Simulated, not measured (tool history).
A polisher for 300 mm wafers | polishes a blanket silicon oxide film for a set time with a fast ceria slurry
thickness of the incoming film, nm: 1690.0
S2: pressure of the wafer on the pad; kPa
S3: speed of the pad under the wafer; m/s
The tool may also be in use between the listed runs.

{"run": 1, "hour": 0.0, "flow of slurry (ml/min)": 185, "S2": 13.8, "S3": 1.1, "polishing time (s)": 32, "film removed (nm)": 324.39}
{"run": 2, "hour": 4.7, "flow of slurry (ml/min)": 175, "S2": 12.4, "S3": 1.1, "polishing time (s)": 32, "film removed (nm)": 289.29}
{"run": 3, "hour": 10.4, "flow of slurry (ml/min)": 165, "S2": 11.7, "S3": 1.1, "polishing time (s)": 32, "film removed (nm)": 270.6}
{"run": 4, "hour": 16.8, "flow of slurry (ml/min)": 165, "S2": 11.7, "S3": 1.1, "polishing time (s)": 29, "film removed (nm)": 246.42}
{"run": 5, "hour": 24.6, "flow of slurry (ml/min)": 155, "S2": 11.7, "S3": 1.1, "polishing time (s)": 29, "film removed (nm)": 244.67}
{"run": 6, "hour": 31.5, "flow of slurry (ml/min)": 155, "S2": 11.7, "S3": 1.1, "polishing time (s)": 29, "film removed (nm)": 245.86}

Run 7 comes next. What will it give?
{"run": 7, "hour": 39.3, "flow of slurry (ml/min)": 145, "S2": 11.7, "S3": 1.1, "polishing time (s)": 29, "film removed (nm)": "?"}

film removed (nm): 242.25
